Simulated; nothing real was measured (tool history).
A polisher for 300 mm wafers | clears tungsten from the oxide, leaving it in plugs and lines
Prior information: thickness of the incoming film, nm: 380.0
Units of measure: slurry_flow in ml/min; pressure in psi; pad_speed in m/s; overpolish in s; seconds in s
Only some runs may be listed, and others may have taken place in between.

Run 1, day 0: slurry_flow 250 ml/min, pressure 4.6 psi, pad_speed 0.84 m/s, slurry_solids 1, overpolish 4 s. Result: seconds 74.842 s.
Run 2, day 0.058: slurry_flow 250 ml/min, pressure 4.2 psi, pad_speed 0.82 m/s, slurry_solids 1, overpolish 4 s. Result: seconds 82.749 s.
Run 3, day 0.229: slurry_flow 250 ml/min, pressure 3.9 psi, pad_speed 0.8 m/s, slurry_solids 1, overpolish 4 s. Result: seconds 89.931 s.
Run 4, day 0.5: slurry_flow 250 ml/min, pressure 3.6 psi, pad_speed 0.78 m/s, slurry_solids 1, overpolish 4 s. Result: seconds 101.91 s.
Run 5, day 0.579: slurry_flow 250 ml/min, pressure 3.6 psi, pad_speed 0.78 m/s, slurry_solids 0.8, overpolish 4 s. Result: seconds 105.37 s.
Run 6, day 0.896: slurry_flow 250 ml/min, pressure 3.4 psi, pad_speed 0.78 m/s, slurry_solids 0.8, overpolish 4 s. Result: seconds 108.57 s.

Expected results for the next run?
Run 7, day 1: slurry_flow 250 ml/min, pressure 3.2 psi, pad_speed 0.78 m/s, slurry_solids 0.8, overpolish 4 s. Result: seconds ?.

seconds: 116.84 s

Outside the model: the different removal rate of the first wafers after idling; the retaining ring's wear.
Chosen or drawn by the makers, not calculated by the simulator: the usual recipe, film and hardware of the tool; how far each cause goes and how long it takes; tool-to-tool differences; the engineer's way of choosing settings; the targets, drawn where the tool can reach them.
